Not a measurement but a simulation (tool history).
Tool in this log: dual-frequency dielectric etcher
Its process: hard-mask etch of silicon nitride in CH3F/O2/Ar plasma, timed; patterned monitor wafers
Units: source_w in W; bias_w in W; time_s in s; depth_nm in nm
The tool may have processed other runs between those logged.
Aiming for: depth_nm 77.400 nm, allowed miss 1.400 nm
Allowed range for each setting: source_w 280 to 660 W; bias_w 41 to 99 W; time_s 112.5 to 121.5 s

run  hour  source_w  bias_w  time_s  depth_nm
  1   0.0       470      70   121.5    89.133
  2   8.2       450      70   121.5    87.568
  3  15.0       510      70   121.5    93.172
  4  22.3       490      70   121.5    91.212
  5  30.7       470      70   121.5    88.743
  6  37.5       460      70   121.5    87.560
  7  38.9       450      70   121.5    87.000
  8  42.0       440      70   121.5    86.183
  9  43.6       430      70   121.5    84.462
 10  47.4       330      68   121.5    70.300
 11  54.1       340      68   121.5    71.836
 12  58.6       350      68   121.5    73.013

Consider the 5 candidate settings below. Which is the only one whose results all fall within their allowed miss of target?
  A  63.1       320      69   115.5         ?
  B  63.1       390      57   116.5         ?
  C  63.1       450      64   112.5         ?
  D  63.1       360      61   112.5         ?
  E  63.1       360      61   121.5         ?

move  depth_nm
   A    65.675
   B    69.486
   C    77.178
   D    65.651
   E    70.903
A: misses by more than the last run did
B: misses by more than the last run did
C: meets every target
D: misses by more than the last run did
E: misses by more than the last run did
Answer: C
